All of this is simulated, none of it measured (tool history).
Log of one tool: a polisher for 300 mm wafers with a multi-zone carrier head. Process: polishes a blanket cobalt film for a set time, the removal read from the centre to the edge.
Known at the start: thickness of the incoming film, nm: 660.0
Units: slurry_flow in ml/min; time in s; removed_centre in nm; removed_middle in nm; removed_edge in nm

run 1 hour=0.0 | slurry_flow=245 centre_zone=1.00 middle_zone=1.00 edge_zone=1.00 time=36 | removed_centre=191.16 removed_middle=189.540 removed_edge=194.23
run 2 hour=2.2 | slurry_flow=235 centre_zone=0.98 middle_zone=0.95 edge_zone=1.00 time=30 | removed_centre=155.95 removed_middle=151.180 removed_edge=159.64
run 3 hour=10.8 | slurry_flow=235 centre_zone=0.98 middle_zone=0.92 edge_zone=1.00 time=30 | removed_centre=154.31 removed_middle=147.320 removed_edge=162.53
run 4 hour=15.2 | slurry_flow=225 centre_zone=0.97 middle_zone=0.89 edge_zone=0.99 time=26 | removed_centre=134.09 removed_middle=123.560 removed_edge=137.41
run 5 hour=21.3 | slurry_flow=225 centre_zone=0.97 middle_zone=0.89 edge_zone=0.99 time=31 | removed_centre=164.00 removed_middle=146.820 removed_edge=166.23
run 6 hour=27.3 | slurry_flow=175 centre_zone=0.97 middle_zone=0.89 edge_zone=0.99 time=31 | removed_centre=157.74 removed_middle=139.910 removed_edge=161.01
run 7 hour=31.3 | slurry_flow=170 centre_zone=0.95 middle_zone=0.87 edge_zone=0.99 time=27 | removed_centre=130.05 removed_middle=122.280 removed_edge=138.46
-- hour=32.9 worn pad replaced by a new one
run 8 hour=32.9 | slurry_flow=165 centre_zone=0.95 middle_zone=0.85 edge_zone=1.00 time=25 | removed_centre=129.61 removed_middle=117.690 removed_edge=142.11
run 9 hour=33.7 | slurry_flow=165 centre_zone=0.95 middle_zone=0.85 edge_zone=1.00 time=25 | removed_centre=126.86 removed_middle=115.820 removed_edge=141.49
run 10 hour=35.1 | slurry_flow=160 centre_zone=0.95 middle_zone=0.84 edge_zone=0.98 time=23 | removed_centre=119.20 removed_middle=106.270 removed_edge=124.59
run 11 hour=39.2 | slurry_flow=155 centre_zone=0.94 middle_zone=0.83 edge_zone=0.98 time=22 | removed_centre=111.64 removed_middle=100.470 removed_edge=121.44
run 12 hour=42.9 | slurry_flow=155 centre_zone=0.93 middle_zone=0.82 edge_zone=0.97 time=21 | removed_centre=103.69 removed_middle=92.028 removed_edge=112.29

The next listed run, before its measurement:
run 13 hour=46.2 | slurry_flow=155 centre_zone=0.92 middle_zone=0.82 edge_zone=0.96 time=21 | removed_centre=? removed_middle=? removed_edge=?

Run 13 yielded removed_centre 104.12 nm, removed_middle 93.618 nm, removed_edge 110.39 nm.

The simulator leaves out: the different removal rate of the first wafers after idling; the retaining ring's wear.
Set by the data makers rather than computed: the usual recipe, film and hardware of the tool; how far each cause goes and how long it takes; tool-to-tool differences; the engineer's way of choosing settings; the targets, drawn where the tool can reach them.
